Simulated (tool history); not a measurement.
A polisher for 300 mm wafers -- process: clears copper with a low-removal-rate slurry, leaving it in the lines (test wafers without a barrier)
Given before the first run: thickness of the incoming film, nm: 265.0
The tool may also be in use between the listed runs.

| run | hour | flow of slurry (ml/min) | pressure of the wafer on the pad (psi) | speed of the pad under the wafer (m/s) | abrasive content of the slurry | overpolish time after the end point (s) | time until the end point was called (s) | dishing of a wide line in a test structure (nm) |
|---|---|---|---|---|---|---|---|---|
| 1 | 0.0 | 285 | 2.5 | 1.06 | 1.0 | 10 | 95.654 | 17.905 |
| 2 | 5.9 | 285 | 2.5 | 1.06 | 1.1 | 10 | 96.237 | 18.121 |
| 3 | 13.6 | 285 | 2.5 | 1.06 | 1.1 | 11 | 95.690 | 19.831 |
| 4 | 18.3 | 285 | 2.5 | 1.06 | 1.1 | 12 | 94.382 | 21.662 |
| 5 | 19.6 | 285 | 2.5 | 1.30 | 1.1 | 12 | 76.655 | 24.400 |
| 6 | 21.4 | 285 | 2.3 | 1.28 | 1.1 | 13 | 84.938 | 23.933 |

What will run 7 give?
| 7 | 26.9 | 285 | 2.3 | 1.28 | 1.1 | 13 | ? | ? |

Run 7 measured time until the end point was called (s) 83.060, dishing of a wide line in a test structure (nm) 23.663.
